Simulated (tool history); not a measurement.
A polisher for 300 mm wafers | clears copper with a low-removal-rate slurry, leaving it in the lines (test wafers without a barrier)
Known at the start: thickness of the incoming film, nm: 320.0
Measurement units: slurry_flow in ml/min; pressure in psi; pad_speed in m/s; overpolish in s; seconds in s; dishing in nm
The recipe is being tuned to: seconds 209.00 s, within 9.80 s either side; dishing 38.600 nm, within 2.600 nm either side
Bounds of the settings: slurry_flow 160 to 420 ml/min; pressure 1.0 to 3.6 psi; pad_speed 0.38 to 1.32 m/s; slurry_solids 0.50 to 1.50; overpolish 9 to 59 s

run  hour  slurry_flow  pressure  pad_speed  slurry_solids  overpolish  seconds  dishing
  1   0.0          270       2.3       0.84           1.00          30   151.52   40.043
  2   1.2          270       2.2       0.84           1.00          31   158.80   38.550
  3   7.9          270       2.1       0.84           1.00          32   162.23   38.160
  4  11.8          270       2.1       0.84           0.85          32   168.07   37.858
  5  19.4          270       2.1       0.92           0.85          32   157.20   38.333
  6  25.1          270       2.0       0.90           0.85          33   163.21   38.036
  7  29.7          270       1.9       0.88           0.85          34   175.77   36.376
  8  35.7          270       1.9       0.88           0.85          35   179.70   37.775
  9  41.7          270       1.5       0.86           0.85          41   217.27   35.465

Which one of the following 5 next-run settings gets every result inside its allowed miss? There is exactly one.
  A  47.7          275       1.7       0.82           0.80          50        ?        ?
  B  47.7          270       1.5       0.78           0.75          58        ?        ?
  C  47.7          265       1.8       0.72           0.65          54        ?        ?
  D  47.7          300       1.5       1.00           0.95          38        ?        ?
  E  47.7          270       1.7       0.80           0.90          42        ?        ?

move  seconds  dishing
   A   203.93   45.384
   B   237.52   44.803
   C   223.13   45.103
   D   186.13   38.754
   E   203.52   39.423
A: the result that was furthest off in the last run now lies on the other side of its target
B: the result that was furthest off in the last run now lies on the other side of its target
C: the result that was furthest off in the last run now lies on the other side of its target
D: brings the result that was furthest off to its target, and leaves another outside
E: all results in spec
Correct choice: E, which meets every target
